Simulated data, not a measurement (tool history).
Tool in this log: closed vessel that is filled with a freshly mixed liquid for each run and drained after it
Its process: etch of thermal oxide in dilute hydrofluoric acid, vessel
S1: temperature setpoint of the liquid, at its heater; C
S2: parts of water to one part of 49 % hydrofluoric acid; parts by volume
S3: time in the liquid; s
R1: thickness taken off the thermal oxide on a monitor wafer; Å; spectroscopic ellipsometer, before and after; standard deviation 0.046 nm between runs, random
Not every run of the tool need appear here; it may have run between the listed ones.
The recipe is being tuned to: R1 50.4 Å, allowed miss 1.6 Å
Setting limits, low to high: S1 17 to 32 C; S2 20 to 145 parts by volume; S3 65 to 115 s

Run 1, hour 0: S1 24 C, S2 80 parts by volume, S3 115 s. Result: R1 70.652 Å.
Run 2, hour 7: S1 23 C, S2 80 parts by volume, S3 115 s. Result: R1 67.41 Å.
Run 3, hour 8.8: S1 22 C, S2 80 parts by volume, S3 115 s. Result: R1 65.553 Å.
Run 4, hour 16.6: S1 22 C, S2 80 parts by volume, S3 115 s. Result: R1 65.747 Å.
Run 5, hour 23.2: S1 22 C, S2 80 parts by volume, S3 65 s. Result: R1 36.42 Å.
Run 6, hour 26.4: S1 22.5 C, S2 80 parts by volume, S3 65 s. Result: R1 37.581 Å.
Run 7, hour 33.1: S1 22.5 C, S2 80 parts by volume, S3 65 s. Result: R1 37.45 Å.
Run 8, hour 34.9: S1 23.5 C, S2 80 parts by volume, S3 65 s. Result: R1 39.207 Å.
Run 9, hour 37.9: S1 23.5 C, S2 75 parts by volume, S3 65 s. Result: R1 41.65 Å.

Which single option among these 5 for the next run brings every result within its allowed miss of target? Just one does.
Run A, hour 40.9: S1 17.5 C, S2 65 parts by volume, S3 80 s. Result: R1 ?.
Run B, hour 40.9: S1 23.5 C, S2 85 parts by volume, S3 90 s. Result: R1 ?.
Run C, hour 40.9: S1 19.5 C, S2 95 parts by volume, S3 90 s. Result: R1 ?.
Run D, hour 40.9: S1 23 C, S2 115 parts by volume, S3 80 s. Result: R1 ?.
Run E, hour 40.9: S1 25.5 C, S2 100 parts by volume, S3 110 s. Result: R1 ?.

move      R1
   A  47.152
   B  50.849
   C  38.193
   D  31.584
   E  56.118
A: nearer than the last run, and not there yet
B: in spec on every target
C: further off than the last run
D: further off than the last run
E: takes the result that was furthest off past its target
The move that meets every target is B.

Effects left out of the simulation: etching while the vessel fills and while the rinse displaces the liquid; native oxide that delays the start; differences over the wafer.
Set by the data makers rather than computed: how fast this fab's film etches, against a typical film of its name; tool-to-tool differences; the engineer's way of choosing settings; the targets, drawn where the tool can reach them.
